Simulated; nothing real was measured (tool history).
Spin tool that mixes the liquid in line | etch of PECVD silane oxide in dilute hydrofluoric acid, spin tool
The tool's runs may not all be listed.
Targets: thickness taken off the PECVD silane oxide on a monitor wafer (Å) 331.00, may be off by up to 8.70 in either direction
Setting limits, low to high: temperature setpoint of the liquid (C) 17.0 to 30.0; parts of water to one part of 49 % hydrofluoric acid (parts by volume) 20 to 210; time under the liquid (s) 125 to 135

run  hour  temperature setpoint of the liquid (C)  parts of water to one part of 49 % hydrofluoric acid (parts by volume)  time under the liquid (s)  thickness taken off the PECVD silane oxide on a monitor wafer (Å)
  1   0.0                                    22.0                                                                     115                        125                                                             267.86
  2   4.9                                    23.5                                                                     115                        125                                                             283.44
  3  10.6                                    23.5                                                                     115                        135                                                             305.17
  4  17.9                                    24.0                                                                     115                        135                                                             314.34
  5  19.2                                    24.0                                                                     115                        135                                                             311.43
  6  25.7                                    24.0                                                                      75                        135                                                             505.38
  7  30.4                                    24.0                                                                      75                        135                                                             501.47
  8  37.4                                    22.5                                                                      80                        135                                                             441.35
  9  44.1                                    21.0                                                                      80                        135                                                             414.77
 10  48.2                                    17.0                                                                      90                        135                                                             309.26
 11  57.0                                    17.5                                                                      90                        135                                                             314.79
 12  65.4                                    18.0                                                                      90                        135                                                             324.43

Which one of the following 4 next-run settings gets every result inside its allowed miss? There is exactly one.
  A  73.8                                    20.0                                                                     100                        135                                                                  ?
  B  73.8                                    19.5                                                                      95                        130                                                                  ?
  C  73.8                                    17.5                                                                      90                        135                                                                  ?
  D  73.8                                    20.0                                                                      95                        135                                                                  ?

move  thickness taken off the PECVD silane oxide on a monitor wafer (Å)
   A                                                             311.24
   B                                                             310.78
   C                                                             315.04
   D                                                             329.46
A: lands further from the targets than the last run did
B: lands further from the targets than the last run did
C: lands further from the targets than the last run did
D: every result lands within tolerance
Answer: D
